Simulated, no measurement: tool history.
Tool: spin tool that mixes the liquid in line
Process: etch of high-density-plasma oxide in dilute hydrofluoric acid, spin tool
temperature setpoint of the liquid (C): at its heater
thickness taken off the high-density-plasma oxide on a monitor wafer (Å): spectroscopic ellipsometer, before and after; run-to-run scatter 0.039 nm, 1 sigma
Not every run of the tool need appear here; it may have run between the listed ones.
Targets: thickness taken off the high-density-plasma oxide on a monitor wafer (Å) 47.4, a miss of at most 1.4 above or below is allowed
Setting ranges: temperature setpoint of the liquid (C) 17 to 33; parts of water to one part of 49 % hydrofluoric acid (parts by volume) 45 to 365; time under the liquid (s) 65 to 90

run  hour  temperature setpoint of the liquid (C)  parts of water to one part of 49 % hydrofluoric acid (parts by volume)  time under the liquid (s)  thickness taken off the high-density-plasma oxide on a monitor wafer (Å)
  1     0                                      25                                                                     205                         90                                                                    21.101
  2   6.7                                    21.5                                                                     205                         90                                                                    18.603
  3   7.3                                    21.5                                                                     140                         90                                                                    29.106
  4  15.7                                    21.5                                                                     140                         90                                                                    28.769
  5  21.9                                    19.5                                                                     140                         90                                                                    26.572
  6  30.7                                      21                                                                     140                         90                                                                    28.718
  7  37.6                                      25                                                                     135                         90                                                                     34.67
  8  41.9                                      26                                                                     135                         90                                                                    35.796
  9  45.3                                      27                                                                     135                         90                                                                    37.984
 10  51.9                                    27.5                                                                     135                         90                                                                     37.75
 11  60.5                                      28                                                                     135                         90                                                                    38.703
 12  64.3                                    28.5                                                                     135                         90                                                                    39.755
 13  67.8                                    28.5                                                                     135                         90                                                                    39.243
 14  69.6                                    32.5                                                                     125                         90                                                                    50.435

Exactly one of the 4 candidate moves below puts every result within its allowed miss. Which one?
  A  71.4                                    28.5                                                                     110                         90                                                                         ?
  B  71.4                                      33                                                                     120                         90                                                                         ?
  C  71.4                                      30                                                                     110                         90                                                                         ?
  D  71.4                                      31                                                                     125                         90                                                                         ?

move  thickness taken off the high-density-plasma oxide on a monitor wafer (Å)
   A                                                                    50.263
   B                                                                    53.479
   C                                                                    53.132
   D                                                                    47.458
A: nearer than the last run, and not there yet
B: lands further from the targets than the last run did
C: lands further from the targets than the last run did
D: hits every target within its allowed miss
The right move is D.
